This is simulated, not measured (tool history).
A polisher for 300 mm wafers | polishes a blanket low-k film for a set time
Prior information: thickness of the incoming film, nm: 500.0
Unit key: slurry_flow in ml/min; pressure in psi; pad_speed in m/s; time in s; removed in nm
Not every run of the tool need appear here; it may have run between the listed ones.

run,hour,slurry_flow,pressure,pad_speed,slurry_solids,time,removed
1,0.0,200,1.9,0.94,1.0,100,46.163
2,7.3,195,1.8,0.94,1.0,100,43.240
3,12.9,190,1.7,0.94,1.0,100,41.309
4,16.6,190,1.6,0.94,1.0,100,38.754
5,18.6,140,1.6,0.94,1.0,100,36.958
6,22.0,140,1.6,0.94,0.9,100,35.838

Run 7 comes next. What will it give?
7,31.0,140,1.5,0.94,0.9,100,?

removed: 33.063 nm
